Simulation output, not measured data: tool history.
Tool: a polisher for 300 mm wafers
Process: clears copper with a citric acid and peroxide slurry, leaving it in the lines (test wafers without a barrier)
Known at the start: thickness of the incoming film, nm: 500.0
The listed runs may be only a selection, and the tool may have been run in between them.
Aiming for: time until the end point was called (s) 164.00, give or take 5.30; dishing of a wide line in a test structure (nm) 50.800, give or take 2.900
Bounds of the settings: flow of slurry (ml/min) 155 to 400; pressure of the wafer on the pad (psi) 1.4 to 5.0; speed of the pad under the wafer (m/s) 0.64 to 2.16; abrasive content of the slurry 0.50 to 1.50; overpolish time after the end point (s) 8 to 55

| run | hour | flow of slurry (ml/min) | pressure of the wafer on the pad (psi) | speed of the pad under the wafer (m/s) | abrasive content of the slurry | overpolish time after the end point (s) | time until the end point was called (s) | dishing of a wide line in a test structure (nm) |
|---|---|---|---|---|---|---|---|---|
| 1 | 0.0 | 255 | 3.2 | 1.40 | 1.00 | 28 | 131.22 | 48.259 |
| 2 | 5.6 | 255 | 3.0 | 1.40 | 1.00 | 30 | 138.05 | 48.057 |
| 3 | 10.7 | 255 | 3.0 | 1.40 | 1.10 | 30 | 137.81 | 48.849 |
| 4 | 11.6 | 195 | 3.0 | 1.40 | 1.10 | 30 | 141.25 | 49.441 |
| 5 | 12.4 | 195 | 3.0 | 1.10 | 1.10 | 30 | 181.68 | 42.370 |
| 6 | 15.4 | 195 | 3.0 | 0.88 | 1.10 | 30 | 219.28 | 37.180 |
| 7 | 21.6 | 200 | 3.2 | 0.88 | 1.10 | 32 | 209.39 | 41.229 |
| 8 | 29.2 | 205 | 4.1 | 0.90 | 1.10 | 33 | 168.35 | 48.155 |

Which one of the following 4 next-run settings gets every result inside its allowed miss? There is exactly one.
| A | 36.8 | 185 | 4.6 | 0.84 | 1.15 | 38 | ? | ? |
| B | 36.8 | 250 | 4.3 | 0.86 | 1.00 | 28 | ? | ? |
| C | 36.8 | 245 | 4.1 | 0.80 | 1.20 | 35 | ? | ? |
| D | 36.8 | 200 | 4.7 | 0.78 | 1.05 | 37 | ? | ? |

| move | time until the end point was called (s) | dishing of a wide line in a test structure (nm) |
|---|---|---|
| A | 164.23 | 49.881 |
| B | 167.96 | 41.660 |
| C | 179.64 | 45.378 |
| D | 174.75 | 47.837 |
A: meets every target
B: the biggest miss grows against the last run
C: the biggest miss grows against the last run
D: the biggest miss grows against the last run
Move A is the one to make.
